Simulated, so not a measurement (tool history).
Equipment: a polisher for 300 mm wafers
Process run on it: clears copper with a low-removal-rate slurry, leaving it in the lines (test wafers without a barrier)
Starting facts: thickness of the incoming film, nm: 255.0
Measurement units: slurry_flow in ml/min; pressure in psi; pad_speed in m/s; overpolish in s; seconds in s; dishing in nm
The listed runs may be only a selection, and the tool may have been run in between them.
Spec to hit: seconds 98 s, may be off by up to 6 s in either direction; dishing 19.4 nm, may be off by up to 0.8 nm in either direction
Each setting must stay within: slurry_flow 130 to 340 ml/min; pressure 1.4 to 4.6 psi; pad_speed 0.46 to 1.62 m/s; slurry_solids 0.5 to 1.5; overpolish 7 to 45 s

run,day,slurry_flow,pressure,pad_speed,slurry_solids,overpolish,seconds,dishing
1,0,220,3,1.04,1,23,78.376,35.235
2,0.05,220,2.8,1.04,1,19,80.659,29.288
3,0.142,220,2.5,1.04,1,17,91.21,23.972
4,0.458,220,2.5,0.9,1,17,105.54,21.748
5,0.492,240,2.5,0.9,1,17,102.38,22.327
# day 0.692: slurry blender recalibrated
6,0.692,245,2.5,0.92,1,15,92.709,21.985
7,1.042,220,2.3,0.92,1,12,96.872,16.733
8,1.396,235,2.3,0.92,1,12,101.25,16.839
9,1.5,250,2.3,0.92,1,12,100.87,16.98

Next run, 4 choices. One meets every target within its allowed miss, the rest don't. Which?
A,1.604,255,2.2,0.84,1.1,17,?,?
B,1.604,230,2.1,0.86,1.1,17,?,?
C,1.604,245,2.1,1.02,1.05,14,?,?
D,1.604,255,2.1,1.02,1.1,16,?,?

move,seconds,dishing
A,109.93,20.545
B,114.27,19.848
C,100.1,18.845
D,98.684,21.309
A: pushes the last run's worst result past its target
B: gets the furthest-off result to its target, but another result is out of tolerance
C: all results land within tolerance of their targets
D: pushes the last run's worst result past its target
So the answer is move C, the one that meets all the targets.

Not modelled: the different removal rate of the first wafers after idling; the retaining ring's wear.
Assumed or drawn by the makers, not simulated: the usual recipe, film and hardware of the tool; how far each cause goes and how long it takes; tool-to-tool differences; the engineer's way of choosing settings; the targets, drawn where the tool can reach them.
